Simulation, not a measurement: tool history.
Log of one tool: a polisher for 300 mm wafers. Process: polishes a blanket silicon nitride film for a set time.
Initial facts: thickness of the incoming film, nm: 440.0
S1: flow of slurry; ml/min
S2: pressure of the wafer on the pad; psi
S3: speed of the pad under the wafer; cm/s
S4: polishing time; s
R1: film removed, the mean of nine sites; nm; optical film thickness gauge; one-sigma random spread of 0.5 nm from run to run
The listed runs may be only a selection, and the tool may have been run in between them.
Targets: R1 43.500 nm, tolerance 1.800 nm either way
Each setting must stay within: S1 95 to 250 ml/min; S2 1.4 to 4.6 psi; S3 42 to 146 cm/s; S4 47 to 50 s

run 1 hour=0.0 | S1=160 S2=3.0 S3=94 S4=47 | R1=76.590
run 2 hour=8.1 | S1=160 S2=3.0 S3=94 S4=50 | R1=82.653
run 3 hour=12.3 | S1=180 S2=3.0 S3=94 S4=50 | R1=82.943
run 4 hour=19.7 | S1=180 S2=3.0 S3=94 S4=50 | R1=82.507
run 5 hour=21.0 | S1=180 S2=3.0 S3=94 S4=47 | R1=78.961
run 6 hour=25.0 | S1=180 S2=2.8 S3=94 S4=47 | R1=72.790
run 7 hour=29.7 | S1=180 S2=2.6 S3=94 S4=47 | R1=66.638
run 8 hour=34.2 | S1=180 S2=2.5 S3=94 S4=47 | R1=64.238
run 9 hour=36.4 | S1=180 S2=2.4 S3=94 S4=47 | R1=62.456
run 10 hour=41.6 | S1=170 S2=1.6 S3=90 S4=47 | R1=41.161

Exercise: of the 4 proposed moves below, exactly one satisfies all targets within the stated allowed misses. Which move is it?
run A hour=46.8 | S1=175 S2=1.8 S3=82 S4=47 | R1=?
run B hour=46.8 | S1=240 S2=1.6 S3=104 S4=49 | R1=?
run C hour=46.8 | S1=175 S2=1.6 S3=110 S4=48 | R1=?
run D hour=46.8 | S1=190 S2=1.6 S3=80 S4=47 | R1=?

move=A R1=43.761
move=B R1=49.325
move=C R1=48.608
move=D R1=38.855
A: each result inside its tolerance
B: takes the biggest miss from the last run beyond its target
C: takes the biggest miss from the last run beyond its target
D: misses by more than the last run did
Move A is the one to make.

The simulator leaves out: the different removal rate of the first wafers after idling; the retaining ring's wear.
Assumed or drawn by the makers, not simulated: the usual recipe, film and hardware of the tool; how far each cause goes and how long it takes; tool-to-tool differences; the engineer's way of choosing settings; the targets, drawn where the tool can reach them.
